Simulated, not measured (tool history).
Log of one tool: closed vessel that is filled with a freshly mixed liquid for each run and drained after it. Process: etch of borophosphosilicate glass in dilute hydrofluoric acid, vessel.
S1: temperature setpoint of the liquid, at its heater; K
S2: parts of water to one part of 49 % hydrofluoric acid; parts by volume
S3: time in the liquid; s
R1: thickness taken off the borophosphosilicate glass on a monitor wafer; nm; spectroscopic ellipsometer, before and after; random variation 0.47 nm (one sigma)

{"run": 1, "day": 0.0, "S1": 295.15, "S2": 65, "S3": 90, "R1": 80.615}
{"run": 2, "day": 0.054, "S1": 294.65, "S2": 65, "S3": 90, "R1": 78.916}
{"run": 3, "day": 0.158, "S1": 294.65, "S2": 75, "S3": 90, "R1": 66.867}
{"run": 4, "day": 0.508, "S1": 294.65, "S2": 55, "S3": 90, "R1": 92.787}
{"run": 5, "day": 0.654, "S1": 294.65, "S2": 70, "S3": 90, "R1": 72.702}
{"run": 6, "day": 0.933, "S1": 294.15, "S2": 70, "S3": 90, "R1": 69.746}
{"day": 1.15, "done": "thermometer replaced"}
{"run": 7, "day": 1.15, "S1": 293.65, "S2": 70, "S3": 90, "R1": 65.186}
{"run": 8, "day": 1.4, "S1": 293.15, "S2": 70, "S3": 90, "R1": 64.633}
{"run": 9, "day": 1.562, "S1": 293.15, "S2": 70, "S3": 90, "R1": 64.144}

Forecast run 10:
{"run": 10, "day": 1.683, "S1": 292.65, "S2": 70, "S3": 90, "R1": "?"}

R1: 63.093 nm

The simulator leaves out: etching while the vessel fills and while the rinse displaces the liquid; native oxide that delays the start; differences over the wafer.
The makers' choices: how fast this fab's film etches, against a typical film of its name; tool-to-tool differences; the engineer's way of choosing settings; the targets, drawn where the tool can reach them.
